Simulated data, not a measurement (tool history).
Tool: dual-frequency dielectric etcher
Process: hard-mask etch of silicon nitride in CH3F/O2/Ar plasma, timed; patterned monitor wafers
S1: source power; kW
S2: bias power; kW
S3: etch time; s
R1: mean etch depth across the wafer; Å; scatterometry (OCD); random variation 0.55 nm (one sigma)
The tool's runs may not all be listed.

run 1 hour=0.0 | S1=0.500 S2=0.098 S3=255 | R1=2250.8
run 2 hour=3.2 | S1=0.480 S2=0.096 S3=255 | R1=2206.9
run 3 hour=10.1 | S1=0.480 S2=0.079 S3=255 | R1=2070.4
run 4 hour=10.9 | S1=0.460 S2=0.078 S3=255 | R1=2040.8
run 5 hour=18.2 | S1=0.450 S2=0.077 S3=255 | R1=2014.9
run 6 hour=21.5 | S1=0.440 S2=0.076 S3=255 | R1=1985.5
run 7 hour=26.3 | S1=0.430 S2=0.076 S3=255 | R1=1974.4
run 8 hour=33.3 | S1=0.420 S2=0.076 S3=255 | R1=1953.8

The next listed run, before its measurement:
run 9 hour=39.7 | S1=0.410 S2=0.076 S3=255 | R1=?

Run 9 gave R1 1941.3 Å.

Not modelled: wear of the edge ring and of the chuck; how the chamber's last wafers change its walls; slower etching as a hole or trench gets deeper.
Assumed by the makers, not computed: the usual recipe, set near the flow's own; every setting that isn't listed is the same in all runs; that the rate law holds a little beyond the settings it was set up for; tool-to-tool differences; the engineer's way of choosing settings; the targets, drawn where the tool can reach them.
